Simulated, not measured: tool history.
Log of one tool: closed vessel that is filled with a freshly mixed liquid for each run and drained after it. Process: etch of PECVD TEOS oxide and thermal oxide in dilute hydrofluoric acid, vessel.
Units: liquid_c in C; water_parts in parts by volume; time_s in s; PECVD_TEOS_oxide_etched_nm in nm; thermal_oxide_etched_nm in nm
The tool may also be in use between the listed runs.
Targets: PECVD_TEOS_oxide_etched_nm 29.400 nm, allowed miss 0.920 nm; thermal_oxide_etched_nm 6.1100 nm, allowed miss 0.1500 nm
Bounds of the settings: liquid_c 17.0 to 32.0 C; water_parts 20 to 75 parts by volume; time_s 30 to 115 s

run 1 day=0.000 | liquid_c=24.0 water_parts=45 time_s=60 | PECVD_TEOS_oxide_etched_nm=35.873 thermal_oxide_etched_nm=7.4280
run 2 day=0.212 | liquid_c=24.0 water_parts=60 time_s=60 | PECVD_TEOS_oxide_etched_nm=26.820 thermal_oxide_etched_nm=5.4940
run 3 day=0.525 | liquid_c=24.5 water_parts=60 time_s=60 | PECVD_TEOS_oxide_etched_nm=26.995 thermal_oxide_etched_nm=5.6571
run 4 day=0.596 | liquid_c=21.0 water_parts=60 time_s=60 | PECVD_TEOS_oxide_etched_nm=23.185 thermal_oxide_etched_nm=4.8737
run 5 day=0.858 | liquid_c=22.0 water_parts=60 time_s=60 | PECVD_TEOS_oxide_etched_nm=24.551 thermal_oxide_etched_nm=5.0933
run 6 day=1.175 | liquid_c=25.0 water_parts=60 time_s=60 | PECVD_TEOS_oxide_etched_nm=27.660 thermal_oxide_etched_nm=5.7570
run 7 day=1.408 | liquid_c=25.5 water_parts=60 time_s=60 | PECVD_TEOS_oxide_etched_nm=27.656 thermal_oxide_etched_nm=5.8648
run 8 day=1.475 | liquid_c=26.0 water_parts=60 time_s=60 | PECVD_TEOS_oxide_etched_nm=28.698 thermal_oxide_etched_nm=5.9377
-- day=1.592 hydrofluoric acid flow meter replaced
run 9 day=1.592 | liquid_c=26.5 water_parts=60 time_s=60 | PECVD_TEOS_oxide_etched_nm=27.662 thermal_oxide_etched_nm=5.7010
run 10 day=1.908 | liquid_c=27.0 water_parts=60 time_s=60 | PECVD_TEOS_oxide_etched_nm=28.268 thermal_oxide_etched_nm=5.8388

Which of these 5 next moves meets every target?
run A day=2.225 | liquid_c=17.0 water_parts=70 time_s=105 | PECVD_TEOS_oxide_etched_nm=? thermal_oxide_etched_nm=?
run B day=2.225 | liquid_c=26.5 water_parts=60 time_s=60 | PECVD_TEOS_oxide_etched_nm=? thermal_oxide_etched_nm=?
run C day=2.225 | liquid_c=28.0 water_parts=55 time_s=55 | PECVD_TEOS_oxide_etched_nm=? thermal_oxide_etched_nm=?
run D day=2.225 | liquid_c=27.0 water_parts=60 time_s=55 | PECVD_TEOS_oxide_etched_nm=? thermal_oxide_etched_nm=?
run E day=2.225 | liquid_c=29.0 water_parts=65 time_s=60 | PECVD_TEOS_oxide_etched_nm=? thermal_oxide_etched_nm=?

move=A PECVD_TEOS_oxide_etched_nm=27.360 thermal_oxide_etched_nm=5.7339
move=B PECVD_TEOS_oxide_etched_nm=27.377 thermal_oxide_etched_nm=5.7375
move=C PECVD_TEOS_oxide_etched_nm=29.271 thermal_oxide_etched_nm=6.1343
move=D PECVD_TEOS_oxide_etched_nm=25.602 thermal_oxide_etched_nm=5.3654
move=E PECVD_TEOS_oxide_etched_nm=27.697 thermal_oxide_etched_nm=5.8044
A: further off than the last run
B: further off than the last run
C: meets every target
D: further off than the last run
E: further off than the last run
The right move is C.

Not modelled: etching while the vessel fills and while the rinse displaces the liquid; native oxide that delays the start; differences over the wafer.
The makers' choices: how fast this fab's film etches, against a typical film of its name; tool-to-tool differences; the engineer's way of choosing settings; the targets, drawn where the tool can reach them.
